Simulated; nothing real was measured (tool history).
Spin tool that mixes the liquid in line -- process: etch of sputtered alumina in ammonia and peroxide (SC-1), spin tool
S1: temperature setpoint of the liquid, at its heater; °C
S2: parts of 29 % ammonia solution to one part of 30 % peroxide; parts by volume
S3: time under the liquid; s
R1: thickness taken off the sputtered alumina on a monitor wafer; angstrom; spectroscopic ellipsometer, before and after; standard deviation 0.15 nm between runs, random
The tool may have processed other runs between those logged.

run  hour    S1   S2   S3      R1
  1     0    54  0.4  315  178.89
  2   8.6    54  0.4  315  178.75
  3  11.5    54  0.4  315  179.35
  4  14.1    54  0.5  315  186.14
  5  16.8    54  0.6  315   186.8
  6  19.9  54.5  0.6  315  192.62
  7  27.9    55  0.6  315  196.53
  8  33.6  55.5  0.6  315  201.38

Run 9 comes next. What will it give?
  9  42.3  56  0.6  315   ?

{"run 9": {"R1": 205.56}}

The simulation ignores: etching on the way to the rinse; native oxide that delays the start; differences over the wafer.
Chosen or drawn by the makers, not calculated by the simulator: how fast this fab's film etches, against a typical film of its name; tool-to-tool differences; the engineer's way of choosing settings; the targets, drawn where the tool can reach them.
